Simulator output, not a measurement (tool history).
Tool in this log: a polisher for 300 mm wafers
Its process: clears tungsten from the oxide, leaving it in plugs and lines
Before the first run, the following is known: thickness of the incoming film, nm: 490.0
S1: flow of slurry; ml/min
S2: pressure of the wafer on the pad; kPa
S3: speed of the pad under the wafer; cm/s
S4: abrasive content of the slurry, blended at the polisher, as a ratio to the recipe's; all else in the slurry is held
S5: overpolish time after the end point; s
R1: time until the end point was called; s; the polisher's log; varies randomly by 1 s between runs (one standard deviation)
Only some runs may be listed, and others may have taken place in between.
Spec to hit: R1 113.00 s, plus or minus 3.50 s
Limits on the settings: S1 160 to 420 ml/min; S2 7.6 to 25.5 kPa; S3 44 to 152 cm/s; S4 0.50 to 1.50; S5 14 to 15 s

{"run": 1, "hour": 0.0, "S1": 270, "S2": 16.5, "S3": 98, "S4": 1.0, "S5": 14, "R1": 207.25}
{"run": 2, "hour": 3.6, "S1": 270, "S2": 12.4, "S3": 98, "S4": 1.0, "S5": 14, "R1": 267.29}
{"run": 3, "hour": 9.7, "S1": 270, "S2": 17.2, "S3": 100, "S4": 1.0, "S5": 14, "R1": 191.2}
{"run": 4, "hour": 17.5, "S1": 295, "S2": 17.2, "S3": 100, "S4": 1.0, "S5": 14, "R1": 191.77}
{"run": 5, "hour": 24.7, "S1": 295, "S2": 20.0, "S3": 100, "S4": 1.0, "S5": 14, "R1": 164.8}
{"run": 6, "hour": 25.9, "S1": 295, "S2": 20.0, "S3": 122, "S4": 1.0, "S5": 14, "R1": 136.89}
{"run": 7, "hour": 33.8, "S1": 295, "S2": 21.4, "S3": 122, "S4": 1.0, "S5": 14, "R1": 130.19}
{"run": 8, "hour": 40.0, "S1": 300, "S2": 22.1, "S3": 122, "S4": 1.0, "S5": 14, "R1": 127.08}
{"run": 9, "hour": 45.6, "S1": 300, "S2": 22.8, "S3": 122, "S4": 1.0, "S5": 14, "R1": 122.6}
{"run": 10, "hour": 51.0, "S1": 300, "S2": 23.4, "S3": 122, "S4": 1.0, "S5": 14, "R1": 119.16}

Exactly one of the 4 candidate moves below puts every result within its allowed miss. Which one?
{"run": "A", "hour": 56.4, "S1": 275, "S2": 24.8, "S3": 124, "S4": 1.0, "S5": 14, "R1": "?"}
{"run": "B", "hour": 56.4, "S1": 280, "S2": 25.5, "S3": 124, "S4": 1.05, "S5": 14, "R1": "?"}
{"run": "C", "hour": 56.4, "S1": 300, "S2": 22.1, "S3": 118, "S4": 1.1, "S5": 15, "R1": "?"}
{"run": "D", "hour": 56.4, "S1": 275, "S2": 24.8, "S3": 132, "S4": 1.1, "S5": 14, "R1": "?"}

move=A R1=111.85
move=B R1=107.91
move=C R1=127.87
move=D R1=103.54
A: all results in spec
B: pushes the last run's worst result past its target
C: the biggest miss grows against the last run
D: pushes the last run's worst result past its target
So the answer is move A, the one that meets all the targets.
